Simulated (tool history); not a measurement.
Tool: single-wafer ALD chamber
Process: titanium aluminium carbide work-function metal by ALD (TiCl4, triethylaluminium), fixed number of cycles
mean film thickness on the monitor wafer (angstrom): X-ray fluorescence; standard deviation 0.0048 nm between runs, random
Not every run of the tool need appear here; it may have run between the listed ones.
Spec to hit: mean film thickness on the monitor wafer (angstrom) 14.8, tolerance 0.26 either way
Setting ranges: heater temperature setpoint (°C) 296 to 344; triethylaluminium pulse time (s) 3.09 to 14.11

| run | day | heater temperature setpoint (°C) | triethylaluminium pulse time (s) | mean film thickness on the monitor wafer (angstrom) |
|---|---|---|---|---|
| 1 | 0 | 320 | 8.6 | 20.013 |
| 2 | 0.254 | 316 | 7.65 | 19.063 |
| 3 | 0.612 | 313 | 6.87 | 18.14 |
| 4 | 0.688 | 323 | 6.87 | 18.774 |
| 5 | 0.812 | 316 | 6.87 | 18.327 |
| 6 | 0.867 | 313 | 6.22 | 17.097 |
| 7 | 0.942 | 311 | 6.03 | 16.588 |
| 8 | 1.125 | 309 | 5.97 | 16.386 |
| 9 | 1.342 | 297 | 3.22 | 4.3545 |
| 10 | 1.425 | 302 | 3.22 | 4.4428 |
| 11 | 1.446 | 302 | 3.22 | 4.4479 |

Exercise: of the 4 proposed moves below, exactly one satisfies all targets within the stated allowed misses. Which move is it?
| A | 1.467 | 296 | 3.97 | ? |
| B | 1.467 | 297 | 5.34 | ? |
| C | 1.467 | 298 | 4.8 | ? |
| D | 1.467 | 298 | 5.57 | ? |

| move | mean film thickness on the monitor wafer (angstrom) |
|---|---|
| A | 9.0942 |
| B | 14.288 |
| C | 12.714 |
| D | 14.913 |
A: an improvement on the last run, though not all results are within tolerance
B: an improvement on the last run, though not all results are within tolerance
C: an improvement on the last run, though not all results are within tolerance
D: hits every target within its allowed miss
Answer: D

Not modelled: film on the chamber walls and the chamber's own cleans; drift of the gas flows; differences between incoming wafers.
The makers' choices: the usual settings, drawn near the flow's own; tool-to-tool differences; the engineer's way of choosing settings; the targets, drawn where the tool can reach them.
